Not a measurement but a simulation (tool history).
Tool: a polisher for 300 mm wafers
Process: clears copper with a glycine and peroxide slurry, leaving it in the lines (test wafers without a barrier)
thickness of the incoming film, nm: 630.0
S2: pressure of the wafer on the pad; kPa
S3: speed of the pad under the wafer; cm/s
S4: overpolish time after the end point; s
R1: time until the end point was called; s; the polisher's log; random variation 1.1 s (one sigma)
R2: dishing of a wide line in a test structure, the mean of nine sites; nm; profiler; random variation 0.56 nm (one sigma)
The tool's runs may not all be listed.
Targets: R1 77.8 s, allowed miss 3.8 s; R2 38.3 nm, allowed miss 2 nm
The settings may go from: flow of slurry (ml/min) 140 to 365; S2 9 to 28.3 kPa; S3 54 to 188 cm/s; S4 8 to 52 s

{"run": 1, "hour": 0.0, "flow of slurry (ml/min)": 235, "S2": 18.6, "S3": 120, "S4": 26, "R1": 113.1, "R2": 65.431}
{"run": 2, "hour": 1.9, "flow of slurry (ml/min)": 235, "S2": 18.6, "S3": 108, "S4": 26, "R1": 122.05, "R2": 64.106}
{"run": 3, "hour": 3.9, "flow of slurry (ml/min)": 270, "S2": 18.6, "S3": 108, "S4": 26, "R1": 125.83, "R2": 63.229}
{"run": 4, "hour": 5.6, "flow of slurry (ml/min)": 270, "S2": 18.6, "S3": 90, "S4": 26, "R1": 143.79, "R2": 58.276}
{"run": 5, "hour": 9.7, "flow of slurry (ml/min)": 270, "S2": 18.6, "S3": 68, "S4": 26, "R1": 171.59, "R2": 53.375}
{"run": 6, "hour": 15.4, "flow of slurry (ml/min)": 270, "S2": 15.9, "S3": 68, "S4": 26, "R1": 182.95, "R2": 49.511}
{"run": 7, "hour": 20.2, "flow of slurry (ml/min)": 335, "S2": 11, "S3": 102, "S4": 13, "R1": 155.37, "R2": 31.852}
{"run": 8, "hour": 24.0, "flow of slurry (ml/min)": 365, "S2": 15.9, "S3": 136, "S4": 8, "R1": 109.44, "R2": 29.371}
{"run": 9, "hour": 26.9, "flow of slurry (ml/min)": 360, "S2": 18.6, "S3": 140, "S4": 9, "R1": 97.91, "R2": 34.765}
{"run": 10, "hour": 33.8, "flow of slurry (ml/min)": 360, "S2": 19.3, "S3": 146, "S4": 9, "R1": 92.33, "R2": 35.859}

Which of these 4 next moves meets every target?
{"run": "A", "hour": 40.7, "flow of slurry (ml/min)": 350, "S2": 17.9, "S3": 126, "S4": 12, "R1": "?", "R2": "?"}
{"run": "B", "hour": 40.7, "flow of slurry (ml/min)": 290, "S2": 23.4, "S3": 136, "S4": 8, "R1": "?", "R2": "?"}
{"run": "C", "hour": 40.7, "flow of slurry (ml/min)": 365, "S2": 21.4, "S3": 166, "S4": 8, "R1": "?", "R2": "?"}
{"run": "D", "hour": 40.7, "flow of slurry (ml/min)": 325, "S2": 13.8, "S3": 188, "S4": 8, "R1": "?", "R2": "?"}

move=A R1=109.23 R2=40.982
move=B R1=90.013 R2=34.762
move=C R1=78.993 R2=38.29
move=D R1=89.684 R2=34.442
A: further off than the last run
B: nearer than the last run, and not there yet
C: meets every target
D: nearer than the last run, and not there yet
The right move is C.
